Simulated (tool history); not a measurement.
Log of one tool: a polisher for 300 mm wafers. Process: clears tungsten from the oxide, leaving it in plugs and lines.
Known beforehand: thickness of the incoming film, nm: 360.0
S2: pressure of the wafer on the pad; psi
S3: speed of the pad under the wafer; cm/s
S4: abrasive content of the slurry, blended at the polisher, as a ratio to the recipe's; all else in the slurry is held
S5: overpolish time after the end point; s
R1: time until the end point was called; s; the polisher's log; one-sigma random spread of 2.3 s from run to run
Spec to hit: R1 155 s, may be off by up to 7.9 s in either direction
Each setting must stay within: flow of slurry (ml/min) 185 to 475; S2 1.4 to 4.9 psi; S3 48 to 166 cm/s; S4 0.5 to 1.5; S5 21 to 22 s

{"run": 1, "hour": 0.0, "flow of slurry (ml/min)": 305, "S2": 3.1, "S3": 106, "S4": 1, "S5": 21, "R1": 89.592}
{"run": 2, "hour": 0.7, "flow of slurry (ml/min)": 305, "S2": 3.8, "S3": 106, "S4": 1, "S5": 21, "R1": 72.004}
{"run": 3, "hour": 7.6, "flow of slurry (ml/min)": 355, "S2": 3.8, "S3": 106, "S4": 1, "S5": 21, "R1": 72.161}
{"run": 4, "hour": 16.4, "flow of slurry (ml/min)": 355, "S2": 3.3, "S3": 104, "S4": 1, "S5": 21, "R1": 83.981}
{"run": 5, "hour": 25.0, "flow of slurry (ml/min)": 355, "S2": 3.3, "S3": 104, "S4": 1, "S5": 21, "R1": 85.422}
{"run": 6, "hour": 26.9, "flow of slurry (ml/min)": 355, "S2": 2.9, "S3": 102, "S4": 1, "S5": 21, "R1": 96.442}
{"run": 7, "hour": 34.1, "flow of slurry (ml/min)": 355, "S2": 2.6, "S3": 100, "S4": 1, "S5": 21, "R1": 109.89}
{"run": 8, "hour": 42.0, "flow of slurry (ml/min)": 355, "S2": 2.4, "S3": 100, "S4": 1, "S5": 21, "R1": 122.27}
{"run": 9, "hour": 44.8, "flow of slurry (ml/min)": 355, "S2": 2.3, "S3": 100, "S4": 1, "S5": 21, "R1": 127.21}
{"run": 10, "hour": 47.6, "flow of slurry (ml/min)": 355, "S2": 2.2, "S3": 100, "S4": 1, "S5": 21, "R1": 133.76}
{"run": 11, "hour": 55.2, "flow of slurry (ml/min)": 355, "S2": 2.1, "S3": 100, "S4": 1, "S5": 21, "R1": 139.1}
{"run": 12, "hour": 63.8, "flow of slurry (ml/min)": 355, "S2": 2, "S3": 100, "S4": 1, "S5": 21, "R1": 142.15}

Pick the move, out of 4, that brings all results within their allowed miss; only one does.
{"run": "A", "hour": 72.4, "flow of slurry (ml/min)": 475, "S2": 2.2, "S3": 90, "S4": 0.8, "S5": 21, "R1": "?"}
{"run": "B", "hour": 72.4, "flow of slurry (ml/min)": 375, "S2": 2.3, "S3": 96, "S4": 0.9, "S5": 21, "R1": "?"}
{"run": "C", "hour": 72.4, "flow of slurry (ml/min)": 355, "S2": 2.8, "S3": 76, "S4": 0.9, "S5": 21, "R1": "?"}
{"run": "D", "hour": 72.4, "flow of slurry (ml/min)": 375, "S2": 2.3, "S3": 100, "S4": 0.9, "S5": 21, "R1": "?"}

move=A R1=153.92
move=B R1=135.77
move=C R1=141.23
move=D R1=130.51
A: each result inside its tolerance
B: the biggest miss grows against the last run
C: the biggest miss grows against the last run
D: the biggest miss grows against the last run
A meets every target.
